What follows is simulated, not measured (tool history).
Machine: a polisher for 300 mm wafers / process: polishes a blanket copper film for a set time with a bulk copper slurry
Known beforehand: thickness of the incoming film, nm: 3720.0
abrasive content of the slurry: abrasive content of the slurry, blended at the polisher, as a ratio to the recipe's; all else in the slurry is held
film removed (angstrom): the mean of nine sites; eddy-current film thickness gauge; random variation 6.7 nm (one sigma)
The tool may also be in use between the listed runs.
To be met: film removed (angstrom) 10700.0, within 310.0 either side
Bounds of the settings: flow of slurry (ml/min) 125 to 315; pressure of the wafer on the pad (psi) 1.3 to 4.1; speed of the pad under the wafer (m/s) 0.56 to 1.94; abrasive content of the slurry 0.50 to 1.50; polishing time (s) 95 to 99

run	hour	flow of slurry (ml/min)	pressure of the wafer on the pad (psi)	speed of the pad under the wafer (m/s)	abrasive content of the slurry	polishing time (s)	film removed (angstrom)
1	0.0	205	2.7	1.24	1.00	95	12543.0
2	7.7	200	2.6	1.24	1.00	95	12273.0
3	8.3	200	2.5	1.24	1.00	95	11648.0
4	9.5	200	2.8	1.24	1.00	95	12981.0
5	14.4	195	2.6	1.24	1.00	95	11918.0
6	16.1	195	2.6	1.24	1.20	95	12509.0
7	18.4	180	2.1	1.24	1.20	95	10295.0
8	25.5	180	2.1	1.24	1.20	95	10268.0
9	28.6	185	2.1	1.24	1.20	95	10374.0

Exercise: of the 4 proposed moves below, exactly one satisfies all targets within the stated allowed misses. Which move is it?
A	31.7	185	2.3	1.18	1.20	96	?
B	31.7	125	2.0	1.48	1.35	99	?
C	31.7	145	1.8	1.36	1.10	99	?
D	31.7	190	2.3	1.08	1.00	99	?

move	film removed (angstrom)
A	10663.0
B	11584.0
C	9853.4
D	9889.2
A: all results in spec
B: moves the result that the last run missed by most past its target, out the other side
C: misses by more than the last run did
D: misses by more than the last run did
Move A is the one to make.
